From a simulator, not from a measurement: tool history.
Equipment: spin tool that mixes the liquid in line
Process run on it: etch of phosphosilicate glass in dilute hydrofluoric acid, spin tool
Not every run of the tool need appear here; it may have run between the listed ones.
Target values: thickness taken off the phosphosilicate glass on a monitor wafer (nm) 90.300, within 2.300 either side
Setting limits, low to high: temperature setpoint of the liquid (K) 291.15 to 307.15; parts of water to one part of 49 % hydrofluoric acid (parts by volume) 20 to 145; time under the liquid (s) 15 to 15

| run | day | temperature setpoint of the liquid (K) | parts of water to one part of 49 % hydrofluoric acid (parts by volume) | time under the liquid (s) | thickness taken off the phosphosilicate glass on a monitor wafer (nm) |
|---|---|---|---|---|---|
| 1 | 0.000 | 299.15 | 80 | 15 | 24.457 |
| 2 | 0.171 | 299.15 | 60 | 15 | 33.064 |
| 3 | 0.483 | 301.15 | 50 | 15 | 43.931 |
| 4 | 0.758 | 301.15 | 30 | 15 | 75.531 |
| 5 | 1.083 | 299.15 | 30 | 15 | 69.413 |
| 6 | 1.433 | 299.15 | 20 | 15 | 105.600 |
| 7 | 1.700 | 300.15 | 20 | 15 | 110.330 |
| 8 | 2.046 | 298.65 | 20 | 15 | 103.750 |
| 9 | 2.183 | 298.65 | 25 | 15 | 82.197 |

Exercise: of the 4 proposed moves below, exactly one satisfies all targets within the stated allowed misses. Which move is it?
| A | 2.321 | 300.65 | 30 | 15 | ? |
| B | 2.321 | 300.65 | 25 | 15 | ? |
| C | 2.321 | 296.65 | 25 | 15 | ? |
| D | 2.321 | 298.15 | 25 | 15 | ? |

| move | thickness taken off the phosphosilicate glass on a monitor wafer (nm) |
|---|---|
| A | 73.187 |
| B | 88.479 |
| C | 74.923 |
| D | 79.789 |
A: lands further from the targets than the last run did
B: all results land within tolerance of their targets
C: lands further from the targets than the last run did
D: lands further from the targets than the last run did
The move that meets every target is B.
